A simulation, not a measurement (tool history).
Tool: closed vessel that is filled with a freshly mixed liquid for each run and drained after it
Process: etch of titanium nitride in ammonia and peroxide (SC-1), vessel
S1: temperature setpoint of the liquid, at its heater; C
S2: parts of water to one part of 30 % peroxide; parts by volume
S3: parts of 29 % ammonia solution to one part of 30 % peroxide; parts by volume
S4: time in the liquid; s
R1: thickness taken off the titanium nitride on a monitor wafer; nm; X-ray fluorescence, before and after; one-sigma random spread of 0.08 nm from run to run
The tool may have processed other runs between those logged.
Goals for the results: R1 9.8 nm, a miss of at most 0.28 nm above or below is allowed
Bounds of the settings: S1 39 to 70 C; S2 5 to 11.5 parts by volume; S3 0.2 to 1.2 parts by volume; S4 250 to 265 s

run  hour    S1   S2    S3   S4      R1
  1     0    55  6.5  0.85  250  17.791
  2   6.2    52  6.5  0.85  250  14.578
  3  13.4    56  6.5  0.85  250  18.642
  4  19.3    56  6.5  0.85  265   19.95
  5  27.8    56    5  0.85  265  22.293
  6    31  51.5    5  0.85  265  16.765
  7  36.4  48.5    5  0.85  265  13.309
  8  40.7    47    5  0.85  265  12.276
  9  46.8    46    5  0.85  265  11.068
 10  51.1  45.5    5  0.85  265  10.903
 11  58.7    45    5  0.85  265  10.629
 12    60  44.5    5  0.85  265  10.101

Which single option among these 5 for the next run brings every result within its allowed miss of target? Just one does.
  A  61.3    46    7   0.9  265   ?
  B  61.3    43    5  0.95  265   ?
  C  61.3  46.5  6.5     1  265   ?
  D  61.3  43.5    5  0.75  265   ?
  E  61.3    45    5  0.95  265   ?

move      R1
   A  9.6406
   B  9.1052
   C  10.489
   D  9.1653
   E  10.523
A: each result inside its tolerance
B: carries the result that was furthest off beyond its target, to the other side
C: lands further from the targets than the last run did
D: carries the result that was furthest off beyond its target, to the other side
E: lands further from the targets than the last run did
Move A is the one to make.

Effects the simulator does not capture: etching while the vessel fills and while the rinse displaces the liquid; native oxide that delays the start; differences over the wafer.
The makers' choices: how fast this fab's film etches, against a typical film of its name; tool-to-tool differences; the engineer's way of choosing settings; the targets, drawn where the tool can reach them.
